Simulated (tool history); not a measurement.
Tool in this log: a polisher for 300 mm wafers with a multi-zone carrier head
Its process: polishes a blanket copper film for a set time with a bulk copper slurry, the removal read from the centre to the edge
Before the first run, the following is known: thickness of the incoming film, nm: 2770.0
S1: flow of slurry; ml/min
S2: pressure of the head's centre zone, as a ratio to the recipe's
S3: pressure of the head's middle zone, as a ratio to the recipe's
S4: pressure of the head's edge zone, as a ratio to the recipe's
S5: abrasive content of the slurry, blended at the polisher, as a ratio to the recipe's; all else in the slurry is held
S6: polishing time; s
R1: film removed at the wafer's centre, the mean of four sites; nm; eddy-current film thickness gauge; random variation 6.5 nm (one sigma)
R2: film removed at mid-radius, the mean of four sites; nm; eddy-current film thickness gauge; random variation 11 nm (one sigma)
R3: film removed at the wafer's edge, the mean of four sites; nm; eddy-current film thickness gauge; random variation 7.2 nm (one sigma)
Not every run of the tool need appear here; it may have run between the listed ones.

run 1 hour=0 | S1=280 S2=1 S3=1 S4=1 S5=1 S6=64 | R1=543.94 R2=543.18 R3=566.67
run 2 hour=6.5 | S1=280 S2=1 S3=1 S4=1 S5=0.85 S6=64 | R1=526.21 R2=517.12 R3=550.07
run 3 hour=13.8 | S1=290 S2=1.05 S3=1.04 S4=1.03 S5=1 S6=65 | R1=584.29 R2=580.48 R3=585.13
run 4 hour=20.9 | S1=290 S2=1.09 S3=1.04 S4=1.03 S5=1 S6=65 | R1=611.05 R2=559.19 R3=575.99
run 5 hour=21.7 | S1=250 S2=1.09 S3=1.04 S4=1.03 S5=1 S6=65 | R1=599.45 R2=570.27 R3=573.49
run 6 hour=30.5 | S1=250 S2=1.09 S3=1.04 S4=1.11 S5=1 S6=65 | R1=594.41 R2=552.84 R3=597.97
run 7 hour=32.2 | S1=255 S2=1.12 S3=1.08 S4=1.12 S5=1.15 S6=66 | R1=645.82 R2=619.49 R3=623.52

Forecast run 8:
run 8 hour=35.4 | S1=255 S2=1.12 S3=1.08 S4=1.12 S5=1.15 S6=66 | R1=? R2=? R3=?

{"run 8": {"R1": 643.83, "R2": 615.49, "R3": 626.8}}

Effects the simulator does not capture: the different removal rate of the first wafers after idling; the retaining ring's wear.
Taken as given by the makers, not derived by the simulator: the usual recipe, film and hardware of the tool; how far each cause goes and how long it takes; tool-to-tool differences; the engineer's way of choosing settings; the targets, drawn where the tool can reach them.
